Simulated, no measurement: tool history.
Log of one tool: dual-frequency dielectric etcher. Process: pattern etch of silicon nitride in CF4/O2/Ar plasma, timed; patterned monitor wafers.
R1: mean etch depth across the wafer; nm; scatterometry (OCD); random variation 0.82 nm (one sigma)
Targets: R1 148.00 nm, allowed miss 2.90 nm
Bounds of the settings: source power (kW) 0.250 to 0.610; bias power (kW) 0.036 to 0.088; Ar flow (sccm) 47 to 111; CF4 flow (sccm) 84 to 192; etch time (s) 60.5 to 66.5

Run 1, hour 0.0: source power (kW) 0.430, bias power (kW) 0.062, Ar flow (sccm) 79, CF4 flow (sccm) 138, etch time (s) 66.5. Result: R1 114.90 nm.
Run 2, hour 2.3: source power (kW) 0.430, bias power (kW) 0.067, Ar flow (sccm) 79, CF4 flow (sccm) 138, etch time (s) 66.5. Result: R1 116.88 nm.
Run 3, hour 10.9: source power (kW) 0.430, bias power (kW) 0.067, Ar flow (sccm) 79, CF4 flow (sccm) 138, etch time (s) 66.5. Result: R1 117.12 nm.
Run 4, hour 15.4: source power (kW) 0.430, bias power (kW) 0.078, Ar flow (sccm) 79, CF4 flow (sccm) 138, etch time (s) 66.5. Result: R1 122.99 nm.
Run 5, hour 19.4: source power (kW) 0.450, bias power (kW) 0.078, Ar flow (sccm) 79, CF4 flow (sccm) 138, etch time (s) 66.5. Result: R1 125.81 nm.
Run 6, hour 20.1: source power (kW) 0.450, bias power (kW) 0.078, Ar flow (sccm) 79, CF4 flow (sccm) 138, etch time (s) 60.5. Result: R1 115.72 nm.
Run 7, hour 28.5: source power (kW) 0.540, bias power (kW) 0.080, Ar flow (sccm) 79, CF4 flow (sccm) 138, etch time (s) 60.5. Result: R1 130.02 nm.
Run 8, hour 30.4: source power (kW) 0.550, bias power (kW) 0.081, Ar flow (sccm) 78, CF4 flow (sccm) 139, etch time (s) 61.0. Result: R1 132.20 nm.
At hour 38.6: wet clean of the chamber.
Run 9, hour 38.6: source power (kW) 0.560, bias power (kW) 0.082, Ar flow (sccm) 78, CF4 flow (sccm) 140, etch time (s) 61.5. Result: R1 140.06 nm.
Run 10, hour 39.1: source power (kW) 0.570, bias power (kW) 0.082, Ar flow (sccm) 78, CF4 flow (sccm) 140, etch time (s) 61.5. Result: R1 141.04 nm.
Run 11, hour 40.4: source power (kW) 0.580, bias power (kW) 0.082, Ar flow (sccm) 78, CF4 flow (sccm) 140, etch time (s) 61.5. Result: R1 141.38 nm.

Which of these 4 next moves meets every target?
Run A, hour 41.7: source power (kW) 0.560, bias power (kW) 0.088, Ar flow (sccm) 102, CF4 flow (sccm) 129, etch time (s) 61.0. Result: R1 ?.
Run B, hour 41.7: source power (kW) 0.550, bias power (kW) 0.084, Ar flow (sccm) 78, CF4 flow (sccm) 118, etch time (s) 60.5. Result: R1 ?.
Run C, hour 41.7: source power (kW) 0.600, bias power (kW) 0.088, Ar flow (sccm) 64, CF4 flow (sccm) 134, etch time (s) 60.5. Result: R1 ?.
Run D, hour 41.7: source power (kW) 0.520, bias power (kW) 0.085, Ar flow (sccm) 81, CF4 flow (sccm) 152, etch time (s) 62.5. Result: R1 ?.

move      R1
   A  137.58
   B  135.43
   C  148.54
   D  137.09
A: further off than the last run
B: further off than the last run
C: meets every target
D: further off than the last run
Answer: C

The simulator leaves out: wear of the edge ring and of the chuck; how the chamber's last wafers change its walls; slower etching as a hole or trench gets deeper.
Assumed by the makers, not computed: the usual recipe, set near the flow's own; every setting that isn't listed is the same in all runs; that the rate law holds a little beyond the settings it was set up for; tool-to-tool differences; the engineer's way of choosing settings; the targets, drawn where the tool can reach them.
